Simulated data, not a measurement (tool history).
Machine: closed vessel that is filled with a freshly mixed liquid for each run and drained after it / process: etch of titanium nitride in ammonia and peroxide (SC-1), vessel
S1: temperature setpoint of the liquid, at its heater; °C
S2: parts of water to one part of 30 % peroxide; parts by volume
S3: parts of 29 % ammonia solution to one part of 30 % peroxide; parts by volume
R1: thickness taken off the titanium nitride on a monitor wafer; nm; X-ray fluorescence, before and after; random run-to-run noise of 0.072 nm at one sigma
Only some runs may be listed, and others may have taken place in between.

{"run": 1, "hour": 0.0, "S1": 59, "S2": 15, "S3": 0.5, "time in the liquid (s)": 270, "R1": 22.265}
{"run": 2, "hour": 1.9, "S1": 59, "S2": 15, "S3": 0.5, "time in the liquid (s)": 290, "R1": 24.14}
{"run": 3, "hour": 4.3, "S1": 57, "S2": 15, "S3": 0.5, "time in the liquid (s)": 290, "R1": 20.973}
{"run": 4, "hour": 6.7, "S1": 57, "S2": 15, "S3": 0.5, "time in the liquid (s)": 290, "R1": 20.864}
{"run": 5, "hour": 14.3, "S1": 57, "S2": 15, "S3": 0.3, "time in the liquid (s)": 290, "R1": 19.164}
{"run": 6, "hour": 21.5, "S1": 56, "S2": 15, "S3": 0.3, "time in the liquid (s)": 290, "R1": 17.832}
{"run": 7, "hour": 29.4, "S1": 55, "S2": 15, "S3": 0.3, "time in the liquid (s)": 290, "R1": 16.887}

Run 8, settings as shown, results not yet in. Your forecast:
{"run": 8, "hour": 32.0, "S1": 54, "S2": 15, "S3": 0.3, "time in the liquid (s)": 290, "R1": "?"}

R1: 15.686 nm
